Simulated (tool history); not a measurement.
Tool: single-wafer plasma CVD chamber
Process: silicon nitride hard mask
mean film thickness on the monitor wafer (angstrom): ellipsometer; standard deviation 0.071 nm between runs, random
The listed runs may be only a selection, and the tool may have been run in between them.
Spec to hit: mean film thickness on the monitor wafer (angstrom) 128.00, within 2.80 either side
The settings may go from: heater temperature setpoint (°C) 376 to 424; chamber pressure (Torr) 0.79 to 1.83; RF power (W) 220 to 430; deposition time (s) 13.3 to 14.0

run  hour  heater temperature setpoint (°C)  chamber pressure (Torr)  RF power (W)  deposition time (s)  mean film thickness on the monitor wafer (angstrom)
  1   0.0                               400                     1.31           325                 14.0                                               149.42
  2   7.7                               391                     1.31           325                 14.0                                               151.27
  3   8.9                               391                     1.31           325                 14.0                                               151.98
  4  17.2                               391                     1.24           320                 14.0                                               148.22
  5  19.7                               391                     1.18           315                 14.0                                               145.04
  6  22.0                               391                     1.13           310                 14.0                                               143.37
  7  28.7                               391                     1.09           305                 14.0                                               139.08
  8  37.6                               391                     1.05           305                 14.0                                               136.56
  9  45.4                               391                     1.02           305                 14.0                                               137.07
 10  49.0                               391                     0.99           305                 14.0                                               135.53
 11  56.3                               391                     0.96           305                 14.0                                               134.72
 12  60.8                               391                     0.93           305                 14.0                                               134.56
 13  65.6                               391                     0.91           305                 14.0                                               133.87
 14  69.5                               391                     0.89           305                 14.0                                               132.55
 15  78.2                               391                     0.88           305                 14.0                                               132.79
 16  81.8                               391                     0.87           305                 14.0                                               132.07
 17  89.9                               391                     0.86           305                 14.0                                               131.53
 18  96.0                               391                     0.85           305                 14.0                                               131.60
 19  98.3                               391                     0.84           305                 14.0                                               130.98

4 candidate next runs follow, results not yet known. Just one meets every target within its allowed miss. Identify it.
  A  100.6                               385                     0.79           330                 13.3                                                    ?
  B  100.6                               387                     0.80           325                 14.0                                                    ?
  C  100.6                               393                     0.97           335                 13.3                                                    ?
  D  100.6                               398                     1.09           295                 13.6                                                    ?

move  mean film thickness on the monitor wafer (angstrom)
   A                                               129.66
   B                                               135.50
   C                                               136.80
   D                                               132.75
A: every result lands within tolerance
B: further off than the last run
C: further off than the last run
D: further off than the last run
Correct choice: A, which meets every target
